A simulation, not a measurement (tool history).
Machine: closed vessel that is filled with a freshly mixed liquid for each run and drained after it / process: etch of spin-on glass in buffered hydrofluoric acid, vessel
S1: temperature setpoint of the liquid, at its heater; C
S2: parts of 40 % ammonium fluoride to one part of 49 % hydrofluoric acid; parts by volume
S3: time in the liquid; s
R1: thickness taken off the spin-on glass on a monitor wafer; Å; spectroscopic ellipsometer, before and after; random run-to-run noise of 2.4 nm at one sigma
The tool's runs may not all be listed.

run 1 hour=0.0 | S1=24.0 S2=8.5 S3=90 | R1=3093.2
run 2 hour=8.2 | S1=25.0 S2=8.5 S3=90 | R1=3286.3
run 3 hour=13.7 | S1=25.0 S2=8.5 S3=90 | R1=3293.8
run 4 hour=16.3 | S1=27.0 S2=8.5 S3=90 | R1=3662.8
run 5 hour=17.9 | S1=27.0 S2=8.5 S3=95 | R1=3872.3
run 6 hour=23.3 | S1=23.5 S2=8.5 S3=95 | R1=3198.5
run 7 hour=24.4 | S1=23.5 S2=8.5 S3=95 | R1=3197.3

Estimate the outcome of run 8 from the log above:
run 8 hour=27.7 | S1=24.5 S2=8.5 S3=95 | R1=?

R1: 3338.8 Å
